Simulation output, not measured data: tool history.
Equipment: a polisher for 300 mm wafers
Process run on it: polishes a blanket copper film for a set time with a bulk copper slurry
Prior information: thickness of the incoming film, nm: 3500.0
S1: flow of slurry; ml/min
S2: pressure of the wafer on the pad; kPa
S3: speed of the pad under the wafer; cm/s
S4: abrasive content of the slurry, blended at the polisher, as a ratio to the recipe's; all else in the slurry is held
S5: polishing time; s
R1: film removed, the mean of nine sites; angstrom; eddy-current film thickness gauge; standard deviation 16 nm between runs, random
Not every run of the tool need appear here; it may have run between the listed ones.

run	hour	S1	S2	S3	S4	S5	R1
1	0	250	21.4	130	1	110	16496
2	8.6	250	17.9	130	1	110	14144
3	10.7	310	17.9	130	1	110	14569
4	12.4	315	20	130	1	110	16081
5	14.9	315	20	116	1	110	14682
6	22.8	315	20	116	1	110	14654

The next listed run, before its measurement:
7	25.1	320	21.4	116	1	110	?

R1: 15290 angstrom

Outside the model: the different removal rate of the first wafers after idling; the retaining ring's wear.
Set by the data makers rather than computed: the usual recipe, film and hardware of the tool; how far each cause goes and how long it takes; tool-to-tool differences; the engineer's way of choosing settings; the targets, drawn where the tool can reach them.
